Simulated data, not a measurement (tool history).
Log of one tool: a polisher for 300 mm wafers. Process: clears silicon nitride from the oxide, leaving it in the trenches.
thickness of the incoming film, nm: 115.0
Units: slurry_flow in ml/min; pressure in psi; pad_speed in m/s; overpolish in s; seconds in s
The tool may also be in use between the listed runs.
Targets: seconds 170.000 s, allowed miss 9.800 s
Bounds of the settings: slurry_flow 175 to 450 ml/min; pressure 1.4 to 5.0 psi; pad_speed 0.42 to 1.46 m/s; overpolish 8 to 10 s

| run | hour | slurry_flow | pressure | pad_speed | overpolish | seconds |
|---|---|---|---|---|---|---|
| 1 | 0.0 | 290 | 3.2 | 0.94 | 10 | 124.360 |
| 2 | 8.8 | 290 | 3.1 | 0.94 | 10 | 125.890 |
| 3 | 14.9 | 290 | 3.1 | 0.94 | 8 | 131.650 |
| 4 | 21.8 | 290 | 3.1 | 0.94 | 8 | 128.760 |
| 5 | 27.0 | 290 | 3.0 | 0.94 | 8 | 132.070 |
| 6 | 29.6 | 290 | 3.5 | 0.94 | 8 | 113.980 |
| 7 | 30.9 | 290 | 3.4 | 0.94 | 8 | 117.350 |
| 8 | 35.6 | 290 | 3.3 | 0.94 | 8 | 119.340 |
| 9 | 41.8 | 290 | 3.2 | 0.94 | 8 | 123.650 |
| 10 | 44.3 | 290 | 3.2 | 0.94 | 8 | 127.680 |

Which of these 5 next moves meets every target?
| A | 46.8 | 385 | 2.9 | 0.58 | 8 | ? |
| B | 46.8 | 300 | 2.8 | 0.78 | 8 | ? |
| C | 46.8 | 220 | 2.4 | 1.10 | 9 | ? |
| D | 46.8 | 325 | 3.2 | 1.08 | 10 | ? |
| E | 46.8 | 295 | 4.2 | 0.98 | 9 | ? |

| move | seconds |
|---|---|
| A | 214.610 |
| B | 169.950 |
| C | 144.430 |
| D | 108.680 |
| E | 92.896 |
A: takes the result that was furthest off past its target
B: meets every target
C: nearer than the last run, and not there yet
D: further off than the last run
E: further off than the last run
Move B is the one to make.
